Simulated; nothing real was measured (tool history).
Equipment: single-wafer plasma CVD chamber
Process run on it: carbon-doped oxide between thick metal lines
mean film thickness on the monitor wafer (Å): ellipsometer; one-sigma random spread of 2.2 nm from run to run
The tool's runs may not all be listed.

run,day,heater temperature setpoint (K),chamber pressure (mTorr),RF power (W),deposition time (s),mean film thickness on the monitor wafer (Å)
1,0.000,628.15,6440,450,156,8624.8
2,0.179,631.15,6070,430,155,8044.3
3,0.542,633.15,5810,410,154,7539.7
4,0.812,635.15,5560,400,154,7300.0
5,0.900,635.15,5560,400,156,7357.4
6,0.942,635.15,5560,400,148,6993.0
7,1.267,637.15,5330,390,148,6692.0
8,1.571,637.15,5330,390,148,6699.1
9,1.867,639.15,5130,385,148,6515.4
10,2.125,640.15,4960,385,148,6480.4
11,2.383,641.15,4810,380,148,6352.2
12,2.467,648.15,3950,315,148,4731.5

Expected results for the next run?
13,2.788,645.15,4040,315,148,?

{"run 13": {"mean film thickness on the monitor wafer (Å)": 4785.6}}
